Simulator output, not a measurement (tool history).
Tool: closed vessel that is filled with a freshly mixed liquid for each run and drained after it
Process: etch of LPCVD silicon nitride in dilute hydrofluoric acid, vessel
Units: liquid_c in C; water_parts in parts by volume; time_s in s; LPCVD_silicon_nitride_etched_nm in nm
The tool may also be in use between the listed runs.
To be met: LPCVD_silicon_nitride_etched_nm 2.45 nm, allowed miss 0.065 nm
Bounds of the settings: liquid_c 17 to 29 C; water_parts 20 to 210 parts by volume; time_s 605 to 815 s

run  hour  liquid_c  water_parts  time_s  LPCVD_silicon_nitride_etched_nm
  1     0        21          115     815                           3.0695
  2   7.4        20          115     815                           2.8396
  3  11.6        20          160     815                           2.0562
  4  17.8        20          160     815                           2.0519
  5  21.9        20          125     815                           2.6185
  6  31.2        20          100     815                           3.2684
  7  35.7        19          105     815                           2.9128
  8  44.2      18.5          105     815                           2.8426
  9  48.6        18          105     815                           2.7331

Which of these 5 next moves meets every target?
  A    53      20.5          140     815                                ?
  B    53        17          105     755                                ?
  C    53      18.5           90     775                                ?
  D    53        17          110     760                                ?
  E    53        17           85     605                                ?

move  LPCVD_silicon_nitride_etched_nm
   A                           2.4471
   B                           2.3613
   C                           3.1238
   D                           2.2723
   E                            2.322
A: meets every target
B: takes the result that was furthest off past its target
C: further off than the last run
D: takes the result that was furthest off past its target
E: takes the result that was furthest off past its target
Move A is the one to make.

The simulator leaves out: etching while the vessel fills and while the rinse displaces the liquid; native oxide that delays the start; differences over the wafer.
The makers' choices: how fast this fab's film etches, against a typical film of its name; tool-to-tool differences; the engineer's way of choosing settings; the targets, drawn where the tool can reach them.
